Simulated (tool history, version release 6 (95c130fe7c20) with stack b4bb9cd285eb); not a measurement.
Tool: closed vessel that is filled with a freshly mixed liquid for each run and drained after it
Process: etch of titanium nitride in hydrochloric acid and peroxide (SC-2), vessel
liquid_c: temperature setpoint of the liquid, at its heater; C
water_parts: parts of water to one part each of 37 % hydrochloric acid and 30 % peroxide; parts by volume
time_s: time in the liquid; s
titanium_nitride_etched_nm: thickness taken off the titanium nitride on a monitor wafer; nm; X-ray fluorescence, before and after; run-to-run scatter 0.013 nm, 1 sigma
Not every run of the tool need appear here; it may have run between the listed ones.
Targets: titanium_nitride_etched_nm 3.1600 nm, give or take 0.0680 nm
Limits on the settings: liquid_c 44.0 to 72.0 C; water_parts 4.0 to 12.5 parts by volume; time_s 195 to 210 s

Run 1, day 0.000: liquid_c 60.0 C, water_parts 7.0 parts by volume, time_s 195 s. Result: titanium_nitride_etched_nm 7.9811 nm.
Run 2, day 0.212: liquid_c 60.0 C, water_parts 5.5 parts by volume, time_s 195 s. Result: titanium_nitride_etched_nm 9.5614 nm.
Run 3, day 0.321: liquid_c 55.5 C, water_parts 6.0 parts by volume, time_s 195 s. Result: titanium_nitride_etched_nm 6.7559 nm.
Run 4, day 0.650: liquid_c 52.5 C, water_parts 6.0 parts by volume, time_s 195 s. Result: titanium_nitride_etched_nm 5.5130 nm.
Run 5, day 0.733: liquid_c 58.0 C, water_parts 6.0 parts by volume, time_s 195 s. Result: titanium_nitride_etched_nm 7.8947 nm.
Run 6, day 0.833: liquid_c 54.0 C, water_parts 6.0 parts by volume, time_s 195 s. Result: titanium_nitride_etched_nm 6.0971 nm.
At day 0.888: new drum of peroxide connected.
Run 7, day 0.888: liquid_c 51.5 C, water_parts 6.0 parts by volume, time_s 195 s. Result: titanium_nitride_etched_nm 5.4233 nm.
Run 8, day 1.033: liquid_c 49.5 C, water_parts 6.5 parts by volume, time_s 195 s. Result: titanium_nitride_etched_nm 4.5131 nm.
Run 9, day 1.267: liquid_c 48.0 C, water_parts 6.5 parts by volume, time_s 195 s. Result: titanium_nitride_etched_nm 4.0585 nm.
Run 10, day 1.400: liquid_c 47.0 C, water_parts 6.5 parts by volume, time_s 195 s. Result: titanium_nitride_etched_nm 3.7704 nm.
Run 11, day 1.462: liquid_c 46.0 C, water_parts 6.5 parts by volume, time_s 195 s. Result: titanium_nitride_etched_nm 3.5533 nm.
Run 12, day 1.508: liquid_c 46.0 C, water_parts 6.5 parts by volume, time_s 195 s. Result: titanium_nitride_etched_nm 3.5498 nm.
Run 13, day 1.750: liquid_c 45.5 C, water_parts 6.5 parts by volume, time_s 195 s. Result: titanium_nitride_etched_nm 3.4373 nm.
Run 14, day 1.879: liquid_c 45.0 C, water_parts 6.5 parts by volume, time_s 195 s. Result: titanium_nitride_etched_nm 3.3031 nm.

Pick the move, out of 5, that brings all results within their allowed miss; only one does.
Run A, day 2.008: liquid_c 47.5 C, water_parts 8.0 parts by volume, time_s 195 s. Result: titanium_nitride_etched_nm ?.
Run B, day 2.008: liquid_c 44.5 C, water_parts 6.5 parts by volume, time_s 205 s. Result: titanium_nitride_etched_nm ?.
Run C, day 2.008: liquid_c 47.0 C, water_parts 8.0 parts by volume, time_s 210 s. Result: titanium_nitride_etched_nm ?.
Run D, day 2.008: liquid_c 44.5 C, water_parts 6.5 parts by volume, time_s 210 s. Result: titanium_nitride_etched_nm ?.
Run E, day 2.008: liquid_c 47.5 C, water_parts 8.5 parts by volume, time_s 195 s. Result: titanium_nitride_etched_nm ?.

move  titanium_nitride_etched_nm
   A                      3.3582
   B                      3.3834
   C                      3.4960
   D                      3.4659
   E                      3.1983
A: misses by more than the last run did
B: misses by more than the last run did
C: misses by more than the last run did
D: misses by more than the last run did
E: each result inside its tolerance
The right move is E.
